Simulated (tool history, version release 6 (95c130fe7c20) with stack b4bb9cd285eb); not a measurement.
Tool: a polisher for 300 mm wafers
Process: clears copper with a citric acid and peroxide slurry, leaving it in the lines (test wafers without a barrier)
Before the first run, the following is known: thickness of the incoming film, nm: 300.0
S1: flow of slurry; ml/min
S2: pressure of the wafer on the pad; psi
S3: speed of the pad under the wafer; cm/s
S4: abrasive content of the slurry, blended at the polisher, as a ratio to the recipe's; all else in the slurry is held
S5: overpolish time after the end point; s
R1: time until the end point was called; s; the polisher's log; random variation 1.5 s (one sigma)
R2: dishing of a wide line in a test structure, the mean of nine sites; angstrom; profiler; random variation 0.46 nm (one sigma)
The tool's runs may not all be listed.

run,hour,S1,S2,S3,S4,S5,R1,R2
1,0.0,260,2.9,100,1.0,12,142.42,180.54
2,1.6,260,2.9,124,1.0,12,116.19,227.18
3,5.8,200,2.9,124,1.0,12,122.10,211.64
4,14.0,195,2.8,124,1.0,13,127.85,228.53
5,17.9,195,2.8,144,1.0,13,109.31,255.98
6,21.7,190,2.7,144,1.0,14,113.53,256.91
7,22.7,185,2.6,144,1.0,15,118.14,265.69

Run 8 is up next; what results do you expect?
8,23.5,180,2.5,144,1.0,15,?,?

Run 8 yielded R1 121.66 s, R2 250.66 angstrom.
